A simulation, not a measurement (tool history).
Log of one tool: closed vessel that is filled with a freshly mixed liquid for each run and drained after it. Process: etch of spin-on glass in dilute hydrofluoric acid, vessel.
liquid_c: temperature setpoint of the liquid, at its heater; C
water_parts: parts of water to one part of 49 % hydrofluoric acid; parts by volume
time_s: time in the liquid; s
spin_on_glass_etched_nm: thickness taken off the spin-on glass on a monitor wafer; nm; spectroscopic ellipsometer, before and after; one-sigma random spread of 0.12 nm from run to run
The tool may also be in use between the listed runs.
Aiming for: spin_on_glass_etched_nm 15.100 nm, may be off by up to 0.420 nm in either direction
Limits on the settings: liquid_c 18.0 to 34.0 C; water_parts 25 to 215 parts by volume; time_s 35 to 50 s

run  hour  liquid_c  water_parts  time_s  spin_on_glass_etched_nm
  1   0.0      26.0          120      50                   21.620
  2   4.0      26.0          150      50                   16.707
  3   5.4      25.5          150      50                   16.585
  4  10.3      25.5          150      50                   16.366
     14.3  -- hydrofluoric acid flow meter replaced
  5  14.3      24.0          150      50                   14.222
  6  17.6      24.0          150      35                   10.102
  7  22.2      25.0          150      35                   10.380
  8  25.2      26.5          150      35                   11.054
  9  29.8      28.0          145      35                   12.071

4 next moves are on the table. One of them brings every result within its allowed miss. Which?
  A  34.4      28.5          145      40                        ?
  B  34.4      26.0          170      50                        ?
  C  34.4      28.0          135      40                        ?
  D  34.4      29.5          150      45                        ?

move  spin_on_glass_etched_nm
   A                   14.062
   B                   13.265
   C                   15.018
   D                   15.757
A: nearer than the last run, and not there yet
B: nearer than the last run, and not there yet
C: each result inside its tolerance
D: takes the result that was furthest off past its target
Go with C: it meets all targets.
